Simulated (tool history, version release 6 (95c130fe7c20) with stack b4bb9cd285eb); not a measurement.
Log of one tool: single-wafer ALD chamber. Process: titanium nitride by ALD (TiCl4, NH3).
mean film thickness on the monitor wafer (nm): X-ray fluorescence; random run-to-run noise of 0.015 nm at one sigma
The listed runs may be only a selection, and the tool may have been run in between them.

run  hour  heater temperature setpoint (K)  number of ALD cycles (cycles)  NH3 pulse time (s)  mean film thickness on the monitor wafer (nm)
  1   0.0                           668.15                            125                2.64                                         2.8481
  2   7.8                           677.15                            125                2.64                                         2.8787
  3  13.4                           677.15                            125                2.64                                         2.8896
  4  14.7                           673.15                            125                2.45                                         2.8770
  5  19.7                           673.15                            125                1.92                                         2.8202
  6  27.3                           670.15                            125                1.81                                         2.7953
  7  30.9                           670.15                            125                1.81                                         2.7531
  8  31.9                           669.15                            125                1.74                                         2.7835
  9  37.6                           681.15                            125                0.95                                         2.1513
 10  43.8                           679.15                            125                0.95                                         2.1594
 11  50.2                           677.15                            125                0.95                                         2.1257
 12  59.3                           674.15                            125                0.95                                         2.0818
 13  64.6                           674.15                            125                1.04                                         2.4207
 14  67.8                           673.15                            125                1.04                                         2.4109
 15  69.2                           672.15                            125                1.04                                         2.4101
 16  71.0                           672.15                            125                1.04                                         2.3968

Run 17, settings as shown, results not yet in. Your forecast:
 17  77.0                           671.15                            125                1.04                                              ?

mean film thickness on the monitor wafer (nm): 2.3984
